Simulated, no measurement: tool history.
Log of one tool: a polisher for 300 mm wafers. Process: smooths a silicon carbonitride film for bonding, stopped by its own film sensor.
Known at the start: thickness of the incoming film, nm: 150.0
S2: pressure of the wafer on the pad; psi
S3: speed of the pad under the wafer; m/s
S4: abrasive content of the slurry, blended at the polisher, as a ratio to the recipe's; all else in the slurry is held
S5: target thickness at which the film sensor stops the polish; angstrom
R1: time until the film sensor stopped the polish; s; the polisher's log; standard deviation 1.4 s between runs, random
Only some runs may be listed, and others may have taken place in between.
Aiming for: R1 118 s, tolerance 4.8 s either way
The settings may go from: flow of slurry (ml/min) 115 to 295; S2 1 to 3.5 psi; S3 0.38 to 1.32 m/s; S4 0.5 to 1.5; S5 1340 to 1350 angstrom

{"run": 1, "hour": 0.0, "flow of slurry (ml/min)": 190, "S2": 2.2, "S3": 0.84, "S4": 1, "S5": 1340, "R1": 78.667}
{"run": 2, "hour": 0.8, "flow of slurry (ml/min)": 190, "S2": 2, "S3": 0.84, "S4": 1, "S5": 1340, "R1": 86.809}
{"run": 3, "hour": 9.1, "flow of slurry (ml/min)": 190, "S2": 1.9, "S3": 0.84, "S4": 1, "S5": 1340, "R1": 90.689}
{"run": 4, "hour": 11.1, "flow of slurry (ml/min)": 190, "S2": 1.8, "S3": 0.84, "S4": 1, "S5": 1340, "R1": 93}
{"run": 5, "hour": 12.3, "flow of slurry (ml/min)": 190, "S2": 1.7, "S3": 0.84, "S4": 1, "S5": 1340, "R1": 99.813}
{"hour": 16.2, "done": "slurry blender recalibrated"}
{"run": 6, "hour": 16.2, "flow of slurry (ml/min)": 190, "S2": 1.6, "S3": 0.84, "S4": 1, "S5": 1340, "R1": 87.374}
{"run": 7, "hour": 19.0, "flow of slurry (ml/min)": 190, "S2": 1.6, "S3": 0.78, "S4": 1, "S5": 1340, "R1": 92.952}
{"run": 8, "hour": 25.8, "flow of slurry (ml/min)": 185, "S2": 1.5, "S3": 0.78, "S4": 0.95, "S5": 1340, "R1": 99.387}

Next run, 4 choices. One meets every target within its allowed miss, the rest don't. Which?
{"run": "A", "hour": 32.6, "flow of slurry (ml/min)": 180, "S2": 1.2, "S3": 0.84, "S4": 1, "S5": 1340, "R1": "?"}
{"run": "B", "hour": 32.6, "flow of slurry (ml/min)": 115, "S2": 1.9, "S3": 0.76, "S4": 0.7, "S5": 1350, "R1": "?"}
{"run": "C", "hour": 32.6, "flow of slurry (ml/min)": 165, "S2": 1.3, "S3": 0.72, "S4": 1, "S5": 1340, "R1": "?"}
{"run": "D", "hour": 32.6, "flow of slurry (ml/min)": 210, "S2": 1.7, "S3": 0.54, "S4": 0.85, "S5": 1340, "R1": "?"}

move=A R1=105.98
move=B R1=103.74
move=C R1=115.32
move=D R1=125.59
A: gains on the last run, yet a result remains outside its allowed miss
B: gains on the last run, yet a result remains outside its allowed miss
C: meets every target
D: pushes the last run's worst result past its target
The move that meets every target is C.
